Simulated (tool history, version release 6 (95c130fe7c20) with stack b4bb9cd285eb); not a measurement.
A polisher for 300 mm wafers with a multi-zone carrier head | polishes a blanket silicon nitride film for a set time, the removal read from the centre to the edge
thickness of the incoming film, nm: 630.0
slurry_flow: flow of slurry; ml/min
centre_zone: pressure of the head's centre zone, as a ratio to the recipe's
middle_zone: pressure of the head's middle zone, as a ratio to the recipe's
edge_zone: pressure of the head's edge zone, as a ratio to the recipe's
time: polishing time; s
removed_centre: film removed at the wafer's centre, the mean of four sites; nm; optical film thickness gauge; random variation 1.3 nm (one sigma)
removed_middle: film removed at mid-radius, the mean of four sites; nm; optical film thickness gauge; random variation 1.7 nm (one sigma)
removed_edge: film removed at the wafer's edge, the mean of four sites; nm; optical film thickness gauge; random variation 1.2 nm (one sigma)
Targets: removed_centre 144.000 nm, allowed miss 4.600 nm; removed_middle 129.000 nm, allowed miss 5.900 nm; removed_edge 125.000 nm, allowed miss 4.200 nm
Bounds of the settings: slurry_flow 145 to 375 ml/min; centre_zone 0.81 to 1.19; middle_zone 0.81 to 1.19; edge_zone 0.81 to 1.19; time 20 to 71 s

run	hour	slurry_flow	centre_zone	middle_zone	edge_zone	time	removed_centre	removed_middle	removed_edge
1	0.0	240	1.00	1.00	1.00	45	87.876	86.723	88.058
2	5.6	250	1.04	1.02	1.02	48	98.200	94.899	94.551
3	13.2	250	1.08	1.02	1.02	48	100.510	94.288	93.542
4	18.8	250	1.04	1.02	1.02	48	97.004	97.557	93.558
5	23.3	255	1.06	1.01	1.03	51	104.640	100.460	101.950
6	26.5	255	0.99	1.01	1.03	51	99.128	101.220	101.240
7	35.3	320	1.09	1.08	1.02	61	132.350	130.880	119.660
8	39.2	320	1.09	1.08	1.02	61	130.290	131.560	121.650

5 next moves are on the table. One of them brings every result within its allowed miss. Which?
A	43.1	375	1.10	1.09	1.14	60	?	?	?
B	43.1	305	1.15	1.05	1.02	63	?	?	?
C	43.1	325	1.04	1.05	1.03	63	?	?	?
D	43.1	290	0.86	1.02	1.12	61	?	?	?
E	43.1	325	1.13	1.19	0.94	60	?	?	?

move	removed_centre	removed_middle	removed_edge
A	129.710	131.060	123.340
B	139.650	131.530	123.350
C	127.830	132.210	124.190
D	102.930	124.080	123.000
E	131.640	139.550	114.620
A: as far off as the last run
B: meets every target
C: further off than the last run
D: further off than the last run
E: nearer than the last run, and not there yet
Answer: B
